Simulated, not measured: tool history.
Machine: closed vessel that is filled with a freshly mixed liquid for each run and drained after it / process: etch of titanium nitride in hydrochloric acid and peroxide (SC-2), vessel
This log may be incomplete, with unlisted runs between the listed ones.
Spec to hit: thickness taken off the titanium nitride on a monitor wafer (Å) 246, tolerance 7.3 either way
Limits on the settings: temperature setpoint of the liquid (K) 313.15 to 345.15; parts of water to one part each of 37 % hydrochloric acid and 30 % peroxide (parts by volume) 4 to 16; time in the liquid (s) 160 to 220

run  hour  temperature setpoint of the liquid (K)  parts of water to one part each of 37 % hydrochloric acid and 30 % peroxide (parts by volume)  time in the liquid (s)  thickness taken off the titanium nitride on a monitor wafer (Å)
  1     0                                  329.15                                                                                              9                     220                                                           97.221
  2   7.4                                  334.15                                                                                              9                     220                                                           132.33
  3  16.4                                  334.15                                                                                              9                     220                                                           132.67
  4  22.8                                  329.15                                                                                              9                     220                                                           97.569
  5    24                                  334.15                                                                                              9                     220                                                           133.22
  6  28.1                                  334.15                                                                                            6.5                     220                                                           170.38
  7  33.3                                  334.15                                                                                            6.5                     220                                                           171.07
  8  39.7                                  340.65                                                                                            6.5                     220                                                           254.72

Next run, 5 choices. One meets every target within its allowed miss, the rest don't. Which?
  A  46.1                                  336.15                                                                                              4                     210                                                                ?
  B  46.1                                  340.15                                                                                            6.5                     220                                                                ?
  C  46.1                                  345.15                                                                                              8                     200                                                                ?
  D  46.1                                  342.15                                                                                              7                     220                                                                ?
  E  46.1                                  345.15                                                                                            8.5                     220                                                                ?

move  thickness taken off the titanium nitride on a monitor wafer (Å)
   A                                                           261.52
   B                                                              248
   C                                                            258.3
   D                                                           264.19
   E                                                           270.72
A: the biggest miss grows against the last run
B: all results land within tolerance of their targets
C: the biggest miss grows against the last run
D: the biggest miss grows against the last run
E: the biggest miss grows against the last run
Go with B: it meets all targets.

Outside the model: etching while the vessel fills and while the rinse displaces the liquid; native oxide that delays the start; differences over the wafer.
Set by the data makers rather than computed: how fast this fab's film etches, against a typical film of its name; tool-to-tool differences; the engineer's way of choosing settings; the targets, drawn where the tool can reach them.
